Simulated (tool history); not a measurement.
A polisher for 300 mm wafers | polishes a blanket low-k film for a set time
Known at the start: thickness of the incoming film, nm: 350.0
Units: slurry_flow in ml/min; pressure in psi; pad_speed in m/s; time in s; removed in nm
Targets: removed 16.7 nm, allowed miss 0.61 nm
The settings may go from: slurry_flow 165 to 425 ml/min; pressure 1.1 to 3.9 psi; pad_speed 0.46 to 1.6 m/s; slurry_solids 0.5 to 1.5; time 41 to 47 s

| run | hour | slurry_flow | pressure | pad_speed | slurry_solids | time | removed |
|---|---|---|---|---|---|---|---|
| 1 | 0 | 275 | 2.5 | 1.02 | 1 | 47 | 23.994 |
| 2 | 0.8 | 275 | 2.9 | 1.02 | 1 | 47 | 28.686 |
| 3 | 3.2 | 275 | 2.5 | 1.02 | 1 | 47 | 24.194 |
| 4 | 7.2 | 275 | 2.2 | 1.02 | 1 | 47 | 21.271 |
| 5 | 7.9 | 275 | 2.2 | 1.02 | 0.85 | 47 | 19.671 |
| 6 | 16 | 275 | 2.2 | 1.18 | 0.85 | 47 | 22.13 |
| 7 | 20.3 | 275 | 2 | 1.18 | 0.85 | 47 | 19.791 |
| 8 | 28.3 | 275 | 1.9 | 1.18 | 0.85 | 47 | 19.291 |
| 9 | 32.2 | 275 | 1.8 | 1.18 | 0.85 | 47 | 18.152 |

Which of these 4 next moves meets every target?
| A | 36.1 | 245 | 2.3 | 1.54 | 0.5 | 41 | ? |
| B | 36.1 | 220 | 2.2 | 1.1 | 0.65 | 47 | ? |
| C | 36.1 | 300 | 1.9 | 1.04 | 0.8 | 45 | ? |
| D | 36.1 | 290 | 1.9 | 1.18 | 0.9 | 44 | ? |

| move | removed |
|---|---|
| A | 17.586 |
| B | 17.638 |
| C | 16.141 |
| D | 18.029 |
A: nearer than the last run, and not there yet
B: nearer than the last run, and not there yet
C: meets every target
D: nearer than the last run, and not there yet
Answer: C
